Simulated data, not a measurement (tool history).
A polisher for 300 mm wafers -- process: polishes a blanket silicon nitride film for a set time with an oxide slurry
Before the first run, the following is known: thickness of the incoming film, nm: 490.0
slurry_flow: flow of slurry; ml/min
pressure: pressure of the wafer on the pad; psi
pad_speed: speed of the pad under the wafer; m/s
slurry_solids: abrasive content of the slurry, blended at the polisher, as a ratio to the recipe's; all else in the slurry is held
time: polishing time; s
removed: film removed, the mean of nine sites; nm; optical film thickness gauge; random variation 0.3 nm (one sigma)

run	hour	slurry_flow	pressure	pad_speed	slurry_solids	time	removed
1	0	180	4.4	0.98	1	42	32.889
2	8.8	180	4.4	0.98	1.2	42	34.284
3	16	180	4.4	0.9	1.2	42	32.053
4	16.9	180	4	0.9	1.2	42	31.443
5	17.7	160	4	0.9	1.2	42	29.131
6	19.1	160	4	0.9	1.3	42	30.958

What does the tool deliver on the next run?
7	21.2	155	3.5	0.88	1.3	42	?

Logged for run 7: removed 27.953 nm.

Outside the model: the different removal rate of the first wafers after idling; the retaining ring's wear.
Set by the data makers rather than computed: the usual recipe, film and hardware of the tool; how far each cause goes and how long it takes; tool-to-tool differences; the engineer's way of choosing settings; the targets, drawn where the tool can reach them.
